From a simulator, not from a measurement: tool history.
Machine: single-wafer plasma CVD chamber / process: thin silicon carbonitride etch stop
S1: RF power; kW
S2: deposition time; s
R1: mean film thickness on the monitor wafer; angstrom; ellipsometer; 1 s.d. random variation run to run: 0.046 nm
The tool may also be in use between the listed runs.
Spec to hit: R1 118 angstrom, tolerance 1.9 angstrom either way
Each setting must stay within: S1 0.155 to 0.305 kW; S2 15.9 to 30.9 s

run	hour	S1	S2	R1
1	0	0.23	23.4	138.67
2	2.4	0.245	23.4	139.77
3	6.3	0.245	25.4	152.81
4	14.3	0.235	24.6	146.36
5	16.8	0.25	24.6	149.33
6	23.9	0.24	24	143.83
7	26.5	0.23	23.4	138.69
8	33.7	0.225	22.9	134.29
9	40.8	0.215	22.6	131.81
10	44.7	0.18	20.4	114.1
11	47.4	0.185	20.4	114.93

5 candidate next runs follow, results not yet known. Just one meets every target within its allowed miss. Identify it.
A	50.1	0.195	19.8	?
B	50.1	0.185	19.9	?
C	50.1	0.185	20.2	?
D	50.1	0.165	22.5	?
E	50.1	0.2	20.6	?

move	R1
A	112.41
B	111.61
C	113.29
D	122.98
E	117.64
A: moves away from the targets compared with the last run
B: moves away from the targets compared with the last run
C: moves away from the targets compared with the last run
D: takes the biggest miss from the last run beyond its target
E: each result inside its tolerance
The right move is E.
